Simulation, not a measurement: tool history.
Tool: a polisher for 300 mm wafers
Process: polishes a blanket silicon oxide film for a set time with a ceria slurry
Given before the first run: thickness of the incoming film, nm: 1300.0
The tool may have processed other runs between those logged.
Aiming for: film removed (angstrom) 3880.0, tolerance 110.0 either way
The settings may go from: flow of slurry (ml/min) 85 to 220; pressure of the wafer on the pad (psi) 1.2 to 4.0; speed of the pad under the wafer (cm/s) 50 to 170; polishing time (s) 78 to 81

run    day  flow of slurry (ml/min)  pressure of the wafer on the pad (psi)  speed of the pad under the wafer (cm/s)  polishing time (s)  film removed (angstrom)
  1  0.000                      140                                     2.6                                      110                  78                   2837.3
  2  0.346                      140                                     2.6                                       84                  78                   2182.8
  3  0.662                      145                                     2.8                                       84                  78                   2360.8
  4  0.829                      170                                     2.8                                       84                  78                   2410.4
  5  0.908                      135                                     2.8                                       84                  78                   2291.4
  6  1.000                      135                                     2.8                                       58                  78                   1627.3
  7  1.150                      145                                     3.0                                       62                  78                   1882.9
  8  1.312                      150                                     3.2                                       66                  78                   2152.1
  9  1.429                      155                                     3.3                                       68                  78                   2263.3
 10  1.721                      160                                     3.4                                       72                  78                   2506.6
 11  1.975                      165                                     3.5                                       74                  78                   2653.6
 12  2.212                      170                                     3.6                                       76                  78                   2805.7
 13  2.242                      175                                     3.7                                       78                  78                   2969.0

Exercise: of the 4 proposed moves below, exactly one satisfies all targets within the stated allowed misses. Which move is it?
  A  2.271                      170                                     3.8                                       88                  81                        ?
  B  2.271                      110                                     3.2                                       76                  78                        ?
  C  2.271                      200                                     3.7                                      102                  78                        ?
  D  2.271                      160                                     3.4                                       62                  78                        ?

move  film removed (angstrom)
   A                   3526.6
   B                   2275.0
   C                   3909.8
   D                   2157.1
A: better than the last run, though not everything is in spec
B: moves away from the targets compared with the last run
C: every result lands within tolerance
D: moves away from the targets compared with the last run
So the answer is move C, the one that meets all the targets.
